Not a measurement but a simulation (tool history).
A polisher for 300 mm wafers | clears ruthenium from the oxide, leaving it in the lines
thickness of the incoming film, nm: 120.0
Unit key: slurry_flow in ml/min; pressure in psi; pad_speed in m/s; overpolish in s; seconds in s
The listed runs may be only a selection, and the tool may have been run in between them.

| run | hour | slurry_flow | pressure | pad_speed | overpolish | seconds |
|---|---|---|---|---|---|---|
| 1 | 0.0 | 205 | 1.5 | 0.84 | 17 | 190.03 |
| 2 | 1.2 | 205 | 1.6 | 0.86 | 17 | 176.84 |
| 3 | 6.3 | 205 | 1.6 | 0.86 | 17 | 181.28 |
| 4 | 13.2 | 205 | 1.6 | 0.86 | 18 | 181.30 |
|  | 15.3 | slurry nozzle cleaned |
| 5 | 15.3 | 205 | 1.7 | 0.88 | 18 | 158.27 |
| 6 | 19.6 | 205 | 1.6 | 0.88 | 18 | 167.10 |

Expected results for the next run?
| 7 | 21.8 | 205 | 1.7 | 0.90 | 18 | ? |

seconds: 155.44 s
